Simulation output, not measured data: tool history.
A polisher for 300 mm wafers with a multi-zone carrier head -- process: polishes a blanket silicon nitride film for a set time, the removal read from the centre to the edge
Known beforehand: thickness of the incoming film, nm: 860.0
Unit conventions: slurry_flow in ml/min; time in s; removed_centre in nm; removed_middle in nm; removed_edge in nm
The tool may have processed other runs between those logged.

run 1 hour=0 | slurry_flow=245 centre_zone=1 middle_zone=1 edge_zone=1 time=56 | removed_centre=154.51 removed_middle=153.95 removed_edge=154.45
run 2 hour=3.6 | slurry_flow=240 centre_zone=0.97 middle_zone=0.99 edge_zone=0.98 time=52 | removed_centre=138.51 removed_middle=141.23 removed_edge=139.7
run 3 hour=5.3 | slurry_flow=230 centre_zone=0.94 middle_zone=0.97 edge_zone=0.97 time=49 | removed_centre=128.7 removed_middle=131.09 removed_edge=132.54
run 4 hour=14.3 | slurry_flow=230 centre_zone=0.94 middle_zone=0.97 edge_zone=0.97 time=58 | removed_centre=149.94 removed_middle=152.9 removed_edge=156.62
run 5 hour=15.4 | slurry_flow=230 centre_zone=0.99 middle_zone=0.97 edge_zone=0.97 time=58 | removed_centre=157.78 removed_middle=155.58 removed_edge=158.16
run 6 hour=16.9 | slurry_flow=225 centre_zone=0.96 middle_zone=0.97 edge_zone=0.96 time=53 | removed_centre=140.57 removed_middle=140.26 removed_edge=144.25
run 7 hour=22.8 | slurry_flow=225 centre_zone=0.94 middle_zone=0.97 edge_zone=0.96 time=49 | removed_centre=127.3 removed_middle=132.07 removed_edge=133.97

Run 8, settings as shown, results not yet in. Your forecast:
run 8 hour=29.5 | slurry_flow=210 centre_zone=0.84 middle_zone=0.88 edge_zone=0.86 time=33 | removed_centre=? removed_middle=? removed_edge=?

For run 8 the tool returned removed_centre 75.818 nm, removed_middle 79.175 nm, removed_edge 86.878 nm.
